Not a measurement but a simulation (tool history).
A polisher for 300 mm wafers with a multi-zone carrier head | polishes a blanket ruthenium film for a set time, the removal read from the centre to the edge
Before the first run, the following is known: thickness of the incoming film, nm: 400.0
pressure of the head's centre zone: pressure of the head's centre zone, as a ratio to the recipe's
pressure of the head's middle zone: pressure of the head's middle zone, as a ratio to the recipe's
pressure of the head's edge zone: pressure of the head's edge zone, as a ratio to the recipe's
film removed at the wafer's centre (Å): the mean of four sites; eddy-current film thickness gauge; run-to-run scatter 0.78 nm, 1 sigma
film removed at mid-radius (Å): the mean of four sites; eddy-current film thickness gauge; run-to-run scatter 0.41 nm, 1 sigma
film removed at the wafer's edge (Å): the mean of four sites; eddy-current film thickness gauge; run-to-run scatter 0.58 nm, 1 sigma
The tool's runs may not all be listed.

run  hour  flow of slurry (ml/min)  pressure of the head's centre zone  pressure of the head's middle zone  pressure of the head's edge zone  polishing time (s)  film removed at the wafer's centre (Å)  film removed at mid-radius (Å)  film removed at the wafer's edge (Å)
  1   0.0                      190                                1.00                                1.00                              1.00                  76                                  721.20                          734.28                                725.48
  2   6.7                      190                                1.00                                1.00                              1.00                  85                                  808.77                          819.78                                809.97
  3  10.8                      185                                1.00                                0.98                              1.00                  84                                  788.45                          784.23                                803.26
  4  12.7                      180                                1.00                                0.96                              0.99                  83                                  774.19                          767.61                                790.33
  5  18.2                      180                                1.00                                0.92                              0.99                  83                                  780.94                          740.54                                793.30
  6  26.7                      175                                1.00                                0.91                              0.99                  82                                  765.48                          717.08                                774.76
  7  31.3                      170                                1.00                                0.90                              0.99                  81                                  754.42                          688.18                                761.45

Run 8 has not been measured yet. What should we expect?
  8  37.9                      165                                1.00                                0.89                              0.98                  80                                       ?                               ?                                     ?

{"run 8": {"film removed at the wafer's centre (Å)": 733.51, "film removed at mid-radius (Å)": 675.27, "film removed at the wafer's edge (Å)": 750.66}}
